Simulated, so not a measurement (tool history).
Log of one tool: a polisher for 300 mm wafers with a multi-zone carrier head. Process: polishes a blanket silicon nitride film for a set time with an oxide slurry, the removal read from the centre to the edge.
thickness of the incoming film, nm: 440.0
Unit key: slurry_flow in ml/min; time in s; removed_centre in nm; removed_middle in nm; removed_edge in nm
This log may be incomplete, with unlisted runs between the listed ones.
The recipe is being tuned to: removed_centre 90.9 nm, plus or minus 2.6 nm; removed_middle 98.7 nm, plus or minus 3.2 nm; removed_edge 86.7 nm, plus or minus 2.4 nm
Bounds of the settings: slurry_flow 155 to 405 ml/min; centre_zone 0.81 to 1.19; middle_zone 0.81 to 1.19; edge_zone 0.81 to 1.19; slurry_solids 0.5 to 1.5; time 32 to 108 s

run 1 hour=0 | slurry_flow=260 centre_zone=1 middle_zone=1 edge_zone=1 slurry_solids=1 time=70 | removed_centre=69.745 removed_middle=70.898 removed_edge=69.639
run 2 hour=0.9 | slurry_flow=275 centre_zone=1.02 middle_zone=1.05 edge_zone=1.03 slurry_solids=1.1 time=70 | removed_centre=74.396 removed_middle=76.32 removed_edge=74.13
run 3 hour=8.7 | slurry_flow=285 centre_zone=1.03 middle_zone=1.09 edge_zone=1.03 slurry_solids=1.2 time=70 | removed_centre=78.536 removed_middle=80.484 removed_edge=77.297
run 4 hour=10.7 | slurry_flow=285 centre_zone=1.03 middle_zone=1.09 edge_zone=1.03 slurry_solids=1.1 time=70 | removed_centre=76.393 removed_middle=78.57 removed_edge=74.291
run 5 hour=13.8 | slurry_flow=285 centre_zone=0.95 middle_zone=1.09 edge_zone=1.03 slurry_solids=1.1 time=70 | removed_centre=70.307 removed_middle=77.882 removed_edge=72.545
run 6 hour=18 | slurry_flow=285 centre_zone=0.95 middle_zone=1.09 edge_zone=1.09 slurry_solids=1.1 time=70 | removed_centre=70.906 removed_middle=79.322 removed_edge=75.214
run 7 hour=20.2 | slurry_flow=295 centre_zone=0.97 middle_zone=1.12 edge_zone=1.06 slurry_solids=1.2 time=71 | removed_centre=76.275 removed_middle=84.412 removed_edge=77.819
run 8 hour=29 | slurry_flow=305 centre_zone=0.98 middle_zone=1.14 edge_zone=1.06 slurry_solids=1.25 time=71 | removed_centre=78.049 removed_middle=88.154 removed_edge=79.93

Exactly one of the 5 candidate moves below puts every result within its allowed miss. Which one?
run A hour=37.8 | slurry_flow=345 centre_zone=1.11 middle_zone=1.15 edge_zone=1.01 slurry_solids=1.3 time=76 | removed_centre=? removed_middle=? removed_edge=?
run B hour=37.8 | slurry_flow=375 centre_zone=1.01 middle_zone=1.13 edge_zone=1.02 slurry_solids=1.3 time=76 | removed_centre=? removed_middle=? removed_edge=?
run C hour=37.8 | slurry_flow=350 centre_zone=0.92 middle_zone=1.19 edge_zone=1.09 slurry_solids=1.35 time=77 | removed_centre=? removed_middle=? removed_edge=?
run D hour=37.8 | slurry_flow=330 centre_zone=1.06 middle_zone=0.97 edge_zone=0.95 slurry_solids=1.05 time=74 | removed_centre=? removed_middle=? removed_edge=?
run E hour=37.8 | slurry_flow=265 centre_zone=0.82 middle_zone=0.9 edge_zone=1.19 slurry_solids=1.5 time=69 | removed_centre=? removed_middle=? removed_edge=?

move=A removed_centre=98.152 removed_middle=98.152 removed_edge=87.686
move=B removed_centre=90.485 removed_middle=97.915 removed_edge=88.797
move=C removed_centre=84.135 removed_middle=103.77 removed_edge=93.635
move=D removed_centre=83.114 removed_middle=76.982 removed_edge=75.857
move=E removed_centre=66.774 removed_middle=75.802 removed_edge=88.744
A: takes the result that was furthest off past its target
B: all results in spec
C: an improvement on the last run, though not all results are within tolerance
D: misses by more than the last run did
E: misses by more than the last run did
Correct choice: B, which meets every target
